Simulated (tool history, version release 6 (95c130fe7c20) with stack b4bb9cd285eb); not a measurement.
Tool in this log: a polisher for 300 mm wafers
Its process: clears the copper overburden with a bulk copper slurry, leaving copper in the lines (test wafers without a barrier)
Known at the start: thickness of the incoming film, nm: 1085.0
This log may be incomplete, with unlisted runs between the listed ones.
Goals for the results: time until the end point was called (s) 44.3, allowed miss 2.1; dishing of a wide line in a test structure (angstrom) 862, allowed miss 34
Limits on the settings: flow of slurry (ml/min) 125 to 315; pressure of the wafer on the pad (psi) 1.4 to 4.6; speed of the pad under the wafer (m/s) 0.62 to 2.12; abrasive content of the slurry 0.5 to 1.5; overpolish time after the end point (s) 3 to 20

| run | hour | flow of slurry (ml/min) | pressure of the wafer on the pad (psi) | speed of the pad under the wafer (m/s) | abrasive content of the slurry | overpolish time after the end point (s) | time until the end point was called (s) | dishing of a wide line in a test structure (angstrom) |
|---|---|---|---|---|---|---|---|---|
| 1 | 0 | 205 | 3 | 1.36 | 1 | 10 | 91.689 | 633.17 |
| 2 | 3.2 | 205 | 3 | 1.36 | 1.15 | 10 | 86.495 | 644.9 |
| 3 | 9.7 | 205 | 3 | 1.36 | 1.15 | 8 | 87.221 | 560.21 |
| 4 | 11 | 205 | 3 | 1.36 | 1.25 | 8 | 87.636 | 566.79 |
| 5 | 11.9 | 205 | 3 | 1.36 | 1.25 | 6 | 87.917 | 445.03 |
| 6 | 15 | 205 | 3.2 | 1.4 | 1.25 | 6 | 78.993 | 477.97 |
| 7 | 19.4 | 205 | 3.4 | 1.44 | 1.25 | 6 | 75.589 | 514.17 |
| 8 | 27.9 | 205 | 3.6 | 1.5 | 1.25 | 6 | 68.33 | 532.61 |
| 9 | 33.2 | 205 | 3.7 | 1.56 | 1.25 | 6 | 64.044 | 569.62 |
| 10 | 34.7 | 205 | 4.5 | 1.72 | 1.25 | 8 | 50.427 | 822.05 |
| 11 | 39.3 | 205 | 4.5 | 1.74 | 1.25 | 8 | 49.702 | 803.07 |
| 12 | 44.4 | 205 | 4.5 | 1.76 | 1.25 | 8 | 49.399 | 831.63 |
| 13 | 50.6 | 205 | 4.5 | 1.78 | 1.25 | 8 | 47.227 | 829.3 |
| 14 | 52.5 | 210 | 4.6 | 1.82 | 1.25 | 8 | 47.26 | 840.85 |

Consider the 4 candidate settings below. Which is the only one whose results all fall within their allowed miss of target?
| A | 54.4 | 200 | 4.5 | 1.72 | 1.3 | 8 | ? | ? |
| B | 54.4 | 190 | 4.6 | 1.92 | 1.25 | 7 | ? | ? |
| C | 54.4 | 200 | 4.6 | 1.88 | 1.3 | 7 | ? | ? |
| D | 54.4 | 205 | 4.6 | 1.9 | 1.25 | 8 | ? | ? |

| move | time until the end point was called (s) | dishing of a wide line in a test structure (angstrom) |
|---|---|---|
| A | 49.733 | 815.85 |
| B | 44.662 | 805.09 |
| C | 44.809 | 803.56 |
| D | 44.613 | 867.31 |
A: the biggest miss grows against the last run
B: corrects the largest miss of the last run, while another result sits out of spec
C: corrects the largest miss of the last run, while another result sits out of spec
D: all results in spec
Answer: D
